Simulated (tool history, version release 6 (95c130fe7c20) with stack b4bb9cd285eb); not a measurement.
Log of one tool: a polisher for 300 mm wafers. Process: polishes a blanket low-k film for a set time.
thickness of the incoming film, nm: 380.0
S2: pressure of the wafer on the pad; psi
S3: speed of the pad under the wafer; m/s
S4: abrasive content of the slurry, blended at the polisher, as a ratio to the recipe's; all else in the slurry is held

{"run": 1, "hour": 0.0, "flow of slurry (ml/min)": 185, "S2": 2.5, "S3": 0.88, "S4": 1, "polishing time (s)": 45, "film removed (nm)": 24.186}
{"run": 2, "hour": 8.0, "flow of slurry (ml/min)": 185, "S2": 2.5, "S3": 0.88, "S4": 0.9, "polishing time (s)": 45, "film removed (nm)": 22.198}
{"run": 3, "hour": 11.0, "flow of slurry (ml/min)": 180, "S2": 2.5, "S3": 0.88, "S4": 0.9, "polishing time (s)": 45, "film removed (nm)": 22.204}
{"run": 4, "hour": 17.7, "flow of slurry (ml/min)": 225, "S2": 2.5, "S3": 0.88, "S4": 0.9, "polishing time (s)": 45, "film removed (nm)": 22.823}
{"run": 5, "hour": 26.2, "flow of slurry (ml/min)": 225, "S2": 2.4, "S3": 0.88, "S4": 0.9, "polishing time (s)": 45, "film removed (nm)": 21.878}
{"run": 6, "hour": 32.2, "flow of slurry (ml/min)": 225, "S2": 3, "S3": 0.88, "S4": 0.9, "polishing time (s)": 45, "film removed (nm)": 27.333}
{"run": 7, "hour": 37.4, "flow of slurry (ml/min)": 225, "S2": 2.8, "S3": 0.88, "S4": 0.9, "polishing time (s)": 45, "film removed (nm)": 25.429}
{"run": 8, "hour": 40.6, "flow of slurry (ml/min)": 225, "S2": 2.6, "S3": 0.88, "S4": 0.9, "polishing time (s)": 45, "film removed (nm)": 23.676}
{"run": 9, "hour": 42.6, "flow of slurry (ml/min)": 225, "S2": 2.5, "S3": 0.88, "S4": 0.9, "polishing time (s)": 45, "film removed (nm)": 22.803}

The next listed run, before its measurement:
{"run": 10, "hour": 51.2, "flow of slurry (ml/min)": 225, "S2": 2.4, "S3": 0.88, "S4": 0.9, "polishing time (s)": 45, "film removed (nm)": "?"}

film removed (nm): 21.979
